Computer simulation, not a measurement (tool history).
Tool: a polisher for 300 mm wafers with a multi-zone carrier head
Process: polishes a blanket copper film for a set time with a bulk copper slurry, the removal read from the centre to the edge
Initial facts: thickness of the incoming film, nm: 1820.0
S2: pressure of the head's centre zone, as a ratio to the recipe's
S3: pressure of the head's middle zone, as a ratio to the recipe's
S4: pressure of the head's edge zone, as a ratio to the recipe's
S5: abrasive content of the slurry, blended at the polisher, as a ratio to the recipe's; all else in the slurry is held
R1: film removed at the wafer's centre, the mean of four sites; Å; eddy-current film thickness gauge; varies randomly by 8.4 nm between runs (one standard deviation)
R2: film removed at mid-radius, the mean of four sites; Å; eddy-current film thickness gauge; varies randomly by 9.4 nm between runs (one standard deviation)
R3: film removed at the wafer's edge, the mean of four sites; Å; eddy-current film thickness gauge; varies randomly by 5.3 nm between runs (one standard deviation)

Run 1, hour 0: flow of slurry (ml/min) 300, S2 1, S3 1, S4 1, S5 1, polishing time (s) 83. Result: R1 7483.7 Å, R2 7473.2 Å, R3 7741.8 Å.
Run 2, hour 3.3: flow of slurry (ml/min) 310, S2 1.01, S3 1.03, S4 1.04, S5 1.05, polishing time (s) 83. Result: R1 7553.9 Å, R2 7714.6 Å, R3 7881 Å.
Run 3, hour 9.6: flow of slurry (ml/min) 315, S2 1.02, S3 1.05, S4 1.06, S5 1.15, polishing time (s) 84. Result: R1 7984.1 Å, R2 8151.4 Å, R3 8309 Å.
Run 4, hour 14.5: flow of slurry (ml/min) 320, S2 1.02, S3 1.07, S4 1.08, S5 1.2, polishing time (s) 84. Result: R1 8116.1 Å, R2 8317.3 Å, R3 8365.8 Å.
Run 5, hour 16.1: flow of slurry (ml/min) 320, S2 1.02, S3 1.07, S4 1.08, S5 1.2, polishing time (s) 67. Result: R1 6468 Å, R2 6567.1 Å, R3 6694.9 Å.
Run 6, hour 24: flow of slurry (ml/min) 320, S2 1.02, S3 1.07, S4 1.08, S5 1.05, polishing time (s) 67. Result: R1 6309.6 Å, R2 6342.1 Å, R3 6462.3 Å.

The next listed run, before its measurement:
Run 7, hour 29.9: flow of slurry (ml/min) 320, S2 1.02, S3 1.08, S4 1.09, S5 1.15, polishing time (s) 71. Result: R1 ?, R2 ?, R3 ?.

{"run 7": {"R1": 6701.7, "R2": 6838.8, "R3": 7015}}

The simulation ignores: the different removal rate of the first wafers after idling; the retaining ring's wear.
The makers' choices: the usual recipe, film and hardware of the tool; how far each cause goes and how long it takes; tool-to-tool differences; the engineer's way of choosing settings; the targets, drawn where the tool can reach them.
